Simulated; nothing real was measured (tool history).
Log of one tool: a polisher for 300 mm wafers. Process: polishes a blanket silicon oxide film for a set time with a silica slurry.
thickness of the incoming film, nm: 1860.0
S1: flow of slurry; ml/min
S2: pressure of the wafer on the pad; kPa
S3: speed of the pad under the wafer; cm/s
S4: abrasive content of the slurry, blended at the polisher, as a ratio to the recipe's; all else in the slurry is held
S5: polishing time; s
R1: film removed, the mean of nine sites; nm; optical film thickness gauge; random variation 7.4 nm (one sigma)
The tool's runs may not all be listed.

run,hour,S1,S2,S3,S4,S5,R1
1,0,230,31,108,1,115,326.03
2,0.9,230,32.4,108,1,115,339.61
3,3.5,230,29.6,108,1,115,306.66
4,6.7,230,31,108,1,115,327.25
5,11.1,230,31,108,0.9,115,297.62
6,18.3,230,31,108,0.75,115,260.87

The next listed run, before its measurement:
7,22,230,33.1,108,0.75,115,?

R1: 271.4 nm
